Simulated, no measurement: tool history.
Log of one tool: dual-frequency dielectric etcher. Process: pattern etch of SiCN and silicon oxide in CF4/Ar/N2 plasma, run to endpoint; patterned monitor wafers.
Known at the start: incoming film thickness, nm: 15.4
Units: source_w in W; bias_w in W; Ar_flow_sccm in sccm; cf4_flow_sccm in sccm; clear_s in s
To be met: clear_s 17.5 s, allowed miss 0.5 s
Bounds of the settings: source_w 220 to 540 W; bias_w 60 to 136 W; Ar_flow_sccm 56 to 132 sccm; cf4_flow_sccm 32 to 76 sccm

| run | hour | source_w | bias_w | Ar_flow_sccm | cf4_flow_sccm | clear_s |
|---|---|---|---|---|---|---|
| 1 | 0 | 380 | 98 | 94 | 54 | 20.113 |
| 2 | 5.5 | 380 | 98 | 108 | 54 | 20.345 |
| 3 | 12.7 | 310 | 98 | 108 | 54 | 23.229 |
| 4 | 20.8 | 310 | 98 | 116 | 54 | 23.495 |
| 5 | 29.5 | 310 | 110 | 116 | 54 | 22.394 |
| 6 | 31 | 340 | 110 | 116 | 54 | 21.053 |
| 7 | 34.9 | 360 | 111 | 116 | 54 | 20.271 |
| 8 | 42.9 | 370 | 112 | 116 | 54 | 19.778 |
| 9 | 51.2 | 370 | 112 | 116 | 54 | 19.86 |
| 10 | 57.1 | 380 | 113 | 116 | 54 | 19.329 |
| 11 | 58.8 | 390 | 113 | 116 | 54 | 19.001 |
| 12 | 66.8 | 400 | 113 | 116 | 54 | 18.801 |
| 13 | 72.5 | 410 | 113 | 116 | 54 | 18.416 |
| 14 | 81.5 | 420 | 113 | 116 | 54 | 18.188 |

4 next moves are on the table. One of them brings every result within its allowed miss. Which?
| A | 90.5 | 340 | 124 | 132 | 58 | ? |
| B | 90.5 | 370 | 130 | 119 | 46 | ? |
| C | 90.5 | 430 | 125 | 123 | 53 | ? |
| D | 90.5 | 370 | 125 | 126 | 51 | ? |

| move | clear_s |
|---|---|
| A | 20.291 |
| B | 18.986 |
| C | 17.299 |
| D | 19.26 |
A: further off than the last run
B: further off than the last run
C: meets every target
D: further off than the last run
Answer: C
